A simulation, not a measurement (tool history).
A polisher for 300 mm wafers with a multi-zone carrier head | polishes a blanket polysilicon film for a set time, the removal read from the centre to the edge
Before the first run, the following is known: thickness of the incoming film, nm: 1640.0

| run | hour | flow of slurry (ml/min) | pressure of the head's centre zone | pressure of the head's middle zone | pressure of the head's edge zone | polishing time (s) | film removed at the wafer's centre (angstrom) | film removed at mid-radius (angstrom) | film removed at the wafer's edge (angstrom) |
|---|---|---|---|---|---|---|---|---|---|
| 1 | 0.0 | 275 | 1.00 | 1.00 | 1.00 | 31 | 2058.3 | 2097.0 | 2089.2 |
| 2 | 4.2 | 275 | 1.08 | 1.00 | 1.00 | 31 | 2194.8 | 2120.7 | 2111.8 |
| 3 | 11.7 | 270 | 1.06 | 0.98 | 0.98 | 28 | 1947.6 | 1893.1 | 1883.9 |
| 4 | 15.8 | 265 | 1.04 | 0.95 | 0.96 | 25 | 1709.8 | 1638.8 | 1620.3 |
| 5 | 24.3 | 265 | 1.04 | 0.95 | 0.90 | 25 | 1705.8 | 1614.2 | 1596.8 |
| 6 | 31.0 | 265 | 1.04 | 0.95 | 0.98 | 25 | 1733.2 | 1609.8 | 1705.3 |

Estimate the outcome of run 7 from the log above:
| 7 | 33.8 | 260 | 1.01 | 0.94 | 0.95 | 23 | ? | ? | ? |

Run 7 yielded film removed at the wafer's centre (angstrom) 1512.1, film removed at mid-radius (angstrom) 1480.8, film removed at the wafer's edge (angstrom) 1511.1.
